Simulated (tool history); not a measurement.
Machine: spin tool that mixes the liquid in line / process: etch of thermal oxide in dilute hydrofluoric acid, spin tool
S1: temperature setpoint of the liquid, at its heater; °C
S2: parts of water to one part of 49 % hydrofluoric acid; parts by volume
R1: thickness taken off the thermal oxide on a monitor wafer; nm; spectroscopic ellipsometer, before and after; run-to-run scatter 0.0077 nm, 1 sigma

{"run": 1, "day": 0.0, "S1": 25.0, "S2": 180, "time under the liquid (s)": 80, "R1": 2.1059}
{"run": 2, "day": 0.379, "S1": 24.0, "S2": 195, "time under the liquid (s)": 80, "R1": 1.8318}
{"run": 3, "day": 0.538, "S1": 23.0, "S2": 210, "time under the liquid (s)": 80, "R1": 1.6134}
{"run": 4, "day": 0.646, "S1": 26.0, "S2": 210, "time under the liquid (s)": 80, "R1": 1.7967}
{"run": 5, "day": 0.8, "S1": 25.0, "S2": 220, "time under the liquid (s)": 80, "R1": 1.6103}
{"run": 6, "day": 1.088, "S1": 22.0, "S2": 220, "time under the liquid (s)": 80, "R1": 1.4539}
{"run": 7, "day": 1.383, "S1": 21.5, "S2": 230, "time under the liquid (s)": 80, "R1": 1.3812}

Expected results for the next run?
{"run": 8, "day": 1.608, "S1": 17.5, "S2": 300, "time under the liquid (s)": 80, "R1": "?"}

{"run 8": {"R1": 0.85185}}
